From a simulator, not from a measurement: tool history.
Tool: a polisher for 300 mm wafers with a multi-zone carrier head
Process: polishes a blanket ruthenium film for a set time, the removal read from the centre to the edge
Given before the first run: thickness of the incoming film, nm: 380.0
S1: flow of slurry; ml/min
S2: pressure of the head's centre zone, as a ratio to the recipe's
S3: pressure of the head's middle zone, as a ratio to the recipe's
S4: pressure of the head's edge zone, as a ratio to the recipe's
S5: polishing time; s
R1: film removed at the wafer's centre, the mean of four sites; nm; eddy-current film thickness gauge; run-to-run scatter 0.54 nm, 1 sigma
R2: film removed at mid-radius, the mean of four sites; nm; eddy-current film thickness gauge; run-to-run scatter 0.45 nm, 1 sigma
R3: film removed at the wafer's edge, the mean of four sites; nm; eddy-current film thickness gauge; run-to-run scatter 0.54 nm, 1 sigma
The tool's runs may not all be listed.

Run 1, day 0.000: S1 145 ml/min, S2 1.00, S3 1.00, S4 1.00, S5 45 s. Result: R1 45.466 nm, R2 47.054 nm, R3 46.527 nm.
Run 2, day 0.200: S1 145 ml/min, S2 1.00, S3 1.00, S4 1.00, S5 35 s. Result: R1 35.475 nm, R2 36.461 nm, R3 35.778 nm.
Run 3, day 0.225: S1 145 ml/min, S2 1.00, S3 1.00, S4 1.07, S5 35 s. Result: R1 34.988 nm, R2 37.503 nm, R3 37.648 nm.
Run 4, day 0.354: S1 145 ml/min, S2 1.00, S3 1.03, S4 1.07, S5 35 s. Result: R1 35.613 nm, R2 37.572 nm, R3 37.173 nm.
Run 5, day 0.425: S1 145 ml/min, S2 1.05, S3 1.03, S4 1.07, S5 35 s. Result: R1 37.136 nm, R2 37.643 nm, R3 37.607 nm.
Run 6, day 0.700: S1 145 ml/min, S2 1.05, S3 1.08, S4 1.07, S5 35 s. Result: R1 37.192 nm, R2 38.482 nm, R3 35.935 nm.
Run 7, day 0.883: S1 150 ml/min, S2 1.06, S3 1.07, S4 1.07, S5 35 s. Result: R1 38.253 nm, R2 39.254 nm, R3 38.417 nm.

Forecast run 8:
Run 8, day 1.108: S1 150 ml/min, S2 1.08, S3 1.08, S4 1.06, S5 35 s. Result: R1 ?, R2 ?, R3 ?.

R1: 38.786 nm
R2: 39.068 nm
R3: 36.988 nm
